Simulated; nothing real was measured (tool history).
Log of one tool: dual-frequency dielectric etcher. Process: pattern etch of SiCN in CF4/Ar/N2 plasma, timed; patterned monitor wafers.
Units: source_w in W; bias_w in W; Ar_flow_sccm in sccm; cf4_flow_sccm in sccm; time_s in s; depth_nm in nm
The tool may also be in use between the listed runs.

Run 1, hour 0: source_w 340 W, bias_w 78 W, Ar_flow_sccm 106 sccm, cf4_flow_sccm 70 sccm, time_s 65.5 s. Result: depth_nm 45.947 nm.
Run 2, hour 4.9: source_w 340 W, bias_w 78 W, Ar_flow_sccm 98 sccm, cf4_flow_sccm 70 sccm, time_s 65.5 s. Result: depth_nm 46.668 nm.
Run 3, hour 12.5: source_w 320 W, bias_w 76 W, Ar_flow_sccm 99 sccm, cf4_flow_sccm 70 sccm, time_s 65.5 s. Result: depth_nm 43.396 nm.
Run 4, hour 16.2: source_w 300 W, bias_w 75 W, Ar_flow_sccm 99 sccm, cf4_flow_sccm 70 sccm, time_s 65.5 s. Result: depth_nm 40.538 nm.
Run 5, hour 21.7: source_w 290 W, bias_w 75 W, Ar_flow_sccm 99 sccm, cf4_flow_sccm 70 sccm, time_s 65.5 s. Result: depth_nm 38.955 nm.
Run 6, hour 26.4: source_w 290 W, bias_w 65 W, Ar_flow_sccm 99 sccm, cf4_flow_sccm 70 sccm, time_s 65.5 s. Result: depth_nm 35.666 nm.
Run 7, hour 28.1: source_w 280 W, bias_w 65 W, Ar_flow_sccm 99 sccm, cf4_flow_sccm 70 sccm, time_s 65.5 s. Result: depth_nm 34.884 nm.

Forecast run 8:
Run 8, hour 31: source_w 270 W, bias_w 65 W, Ar_flow_sccm 99 sccm, cf4_flow_sccm 70 sccm, time_s 65.5 s. Result: depth_nm ?.

Run 8 gave depth_nm 33.294 nm.
